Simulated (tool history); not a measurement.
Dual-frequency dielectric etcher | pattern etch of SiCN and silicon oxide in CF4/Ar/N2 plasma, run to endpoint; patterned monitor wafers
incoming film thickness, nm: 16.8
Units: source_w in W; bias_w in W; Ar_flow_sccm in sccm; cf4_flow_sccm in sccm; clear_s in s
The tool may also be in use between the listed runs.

run,hour,source_w,bias_w,Ar_flow_sccm,cf4_flow_sccm,clear_s
1,0,460,65,96,77,19.078
2,4.2,460,69,96,77,18.944
3,4.8,460,75,96,77,18.27
4,6.2,460,75,104,77,18.679
5,9.3,460,75,115,77,19.052
# hour 16.8: wet clean of the chamber
6,16.8,460,75,115,82,18.494
7,25.4,470,75,115,82,18.127
8,30.1,480,75,115,82,17.659
9,37.5,480,75,115,82,17.767
10,44.3,490,75,115,82,17.465
11,48,500,75,115,82,17.168

The next listed run, before its measurement:
12,49.9,500,75,115,82,?

{"run 12": {"clear_s": 17.027}}
